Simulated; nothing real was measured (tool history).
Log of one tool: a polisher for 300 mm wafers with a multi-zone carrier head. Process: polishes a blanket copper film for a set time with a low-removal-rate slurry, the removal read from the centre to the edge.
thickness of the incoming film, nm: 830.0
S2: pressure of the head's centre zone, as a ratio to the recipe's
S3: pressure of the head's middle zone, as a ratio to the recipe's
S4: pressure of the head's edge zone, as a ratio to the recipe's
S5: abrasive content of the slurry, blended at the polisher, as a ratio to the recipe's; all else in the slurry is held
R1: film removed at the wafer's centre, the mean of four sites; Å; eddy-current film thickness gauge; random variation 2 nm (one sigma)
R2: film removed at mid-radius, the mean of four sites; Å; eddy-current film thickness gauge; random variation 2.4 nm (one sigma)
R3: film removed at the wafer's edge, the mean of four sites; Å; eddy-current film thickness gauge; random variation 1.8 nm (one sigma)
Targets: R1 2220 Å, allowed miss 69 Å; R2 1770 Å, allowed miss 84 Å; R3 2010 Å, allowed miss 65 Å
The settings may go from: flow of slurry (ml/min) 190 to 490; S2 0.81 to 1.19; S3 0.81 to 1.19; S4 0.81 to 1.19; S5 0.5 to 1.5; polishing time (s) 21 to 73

run 1 hour=0 | flow_of_slurry_(ml/min)=315 S2=1 S3=1 S4=1 S5=1 polishing_time_(s)=47 | R1=1772.1 R2=1817.1 R3=1804.2
run 2 hour=7.3 | flow_of_slurry_(ml/min)=320 S2=1.05 S3=0.98 S4=1.04 S5=1.05 polishing_time_(s)=47 | R1=1906.4 R2=1801.1 R3=1889.6
run 3 hour=13.6 | flow_of_slurry_(ml/min)=330 S2=1.09 S3=0.97 S4=1.05 S5=1.05 polishing_time_(s)=47 | R1=1954.6 R2=1752.4 R3=1868.8
run 4 hour=16.8 | flow_of_slurry_(ml/min)=330 S2=1.12 S3=0.97 S4=1.07 S5=1.1 polishing_time_(s)=47 | R1=2112.1 R2=1788.3 R3=1925.6
run 5 hour=22.2 | flow_of_slurry_(ml/min)=330 S2=1.12 S3=0.97 S4=1.07 S5=1.1 polishing_time_(s)=41 | R1=1805.4 R2=1575.5 R3=1699.7
run 6 hour=25.3 | flow_of_slurry_(ml/min)=330 S2=1.12 S3=0.97 S4=1.07 S5=0.95 polishing_time_(s)=41 | R1=1730 R2=1501.2 R3=1612.1
run 7 hour=26.7 | flow_of_slurry_(ml/min)=330 S2=1.14 S3=0.97 S4=1.1 S5=1.1 polishing_time_(s)=41 | R1=1839.9 R2=1570.5 R3=1690.9
run 8 hour=35.4 | flow_of_slurry_(ml/min)=335 S2=1.15 S3=0.96 S4=1.12 S5=1.2 polishing_time_(s)=42 | R1=1941.2 R2=1641 R3=1811.1
run 9 hour=36.5 | flow_of_slurry_(ml/min)=340 S2=1.16 S3=0.95 S4=1.12 S5=1.3 polishing_time_(s)=42 | R1=1980.6 R2=1699.4 R3=1854.8
run 10 hour=39 | flow_of_slurry_(ml/min)=340 S2=1.17 S3=0.93 S4=1.11 S5=1.3 polishing_time_(s)=43 | R1=2071.8 R2=1691.5 R3=1901

4 next moves are on the table. One of them brings every result within its allowed miss. Which?
run A hour=41.5 | flow_of_slurry_(ml/min)=360 S2=1.17 S3=0.93 S4=1.11 S5=1.4 polishing_time_(s)=45 | R1=? R2=? R3=?
run B hour=41.5 | flow_of_slurry_(ml/min)=490 S2=1.05 S3=1.05 S4=1.1 S5=1.35 polishing_time_(s)=42 | R1=? R2=? R3=?
run C hour=41.5 | flow_of_slurry_(ml/min)=375 S2=1.09 S3=0.91 S4=1.09 S5=1.35 polishing_time_(s)=40 | R1=? R2=? R3=?
run D hour=41.5 | flow_of_slurry_(ml/min)=300 S2=1.02 S3=0.84 S4=1.01 S5=1.15 polishing_time_(s)=46 | R1=? R2=? R3=?

move=A R1=2218.4 R2=1837.8 R3=2021.3
move=B R1=1897.4 R2=1921.6 R3=1886.1
move=C R1=1832.5 R2=1593.2 R3=1766.4
move=D R1=1850.3 R2=1606.3 R3=1841.3
A: meets every target
B: further off than the last run
C: further off than the last run
D: further off than the last run
The right move is A.
